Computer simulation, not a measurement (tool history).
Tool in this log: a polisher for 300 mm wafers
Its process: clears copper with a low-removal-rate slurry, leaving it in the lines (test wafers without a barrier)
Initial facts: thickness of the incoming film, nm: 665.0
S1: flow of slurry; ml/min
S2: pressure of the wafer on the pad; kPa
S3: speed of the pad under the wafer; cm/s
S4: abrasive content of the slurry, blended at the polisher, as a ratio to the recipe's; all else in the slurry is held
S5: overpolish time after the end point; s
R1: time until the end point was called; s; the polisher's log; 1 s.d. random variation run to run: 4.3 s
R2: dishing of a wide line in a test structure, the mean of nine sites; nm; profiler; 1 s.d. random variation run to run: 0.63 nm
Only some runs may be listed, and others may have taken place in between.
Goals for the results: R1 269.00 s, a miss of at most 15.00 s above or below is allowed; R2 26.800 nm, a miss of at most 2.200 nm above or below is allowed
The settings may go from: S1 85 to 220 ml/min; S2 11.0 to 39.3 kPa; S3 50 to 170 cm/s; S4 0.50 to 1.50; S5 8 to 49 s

run  hour   S1    S2   S3    S4  S5      R1      R2
  1   0.0  140  24.8  110  1.00  25  156.25  74.455
  2   1.4  140  28.3  110  1.00  25  138.49  84.956
  3   8.8  140  26.2  108  1.00  23  143.17  75.084
  4  13.8  140  24.1  104  1.00  22  164.81  62.197
  5  22.1  140  28.3  104  1.00  22  139.86  71.486
  6  28.5  140  28.3  122  1.00  22  126.19  79.765
  7  36.6  140  26.2  118  1.00  21  134.19  71.401
  8  39.2  140  24.1  114  1.00  20  151.35  63.880
  9  42.9  140  22.8  112  1.00  19  162.70  56.952
 10  45.0  140  21.4  110  1.00  18  179.19  50.350

Which one of the following 5 next-run settings gets every result inside its allowed miss? There is exactly one.
  A  47.1  155  30.3  120  0.95   8   ?   ?
  B  47.1   95  13.8  110  1.25  14   ?   ?
  C  47.1  125  13.1   84  0.85  25   ?   ?
  D  47.1  155  23.4  170  1.10  30   ?   ?
  E  47.1  120  12.4  106  0.85  22   ?   ?

move      R1       R2
   A  118.85   34.181
   B  281.26   25.185
   C  364.02   33.472
   D  113.27  101.790
   E  329.97   32.509
A: closes in on the targets versus the last run, not all within tolerance yet
B: every result within its allowed miss
C: closes in on the targets versus the last run, not all within tolerance yet
D: misses by more than the last run did
E: closes in on the targets versus the last run, not all within tolerance yet
Correct choice: B, which meets every target
